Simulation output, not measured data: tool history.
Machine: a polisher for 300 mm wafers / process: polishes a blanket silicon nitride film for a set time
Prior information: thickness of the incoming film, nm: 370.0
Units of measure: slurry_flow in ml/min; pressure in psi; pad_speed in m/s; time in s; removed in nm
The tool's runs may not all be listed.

run,hour,slurry_flow,pressure,pad_speed,time,removed
1,0.0,300,2.7,0.86,105,110.410
2,6.9,300,2.4,0.86,105,99.268
3,7.6,230,2.4,0.86,105,96.870
4,8.7,230,2.4,0.86,105,96.208
5,12.2,230,2.4,1.00,105,106.770
6,17.0,230,2.4,1.00,110,112.060
7,18.2,230,2.1,0.98,110,99.012
8,23.8,230,1.9,0.98,110,90.848

Run 9 comes next. What will it give?
# hour 29.2: worn pad replaced by a new one
9,29.2,230,1.7,0.98,110,?

removed: 91.765 nm
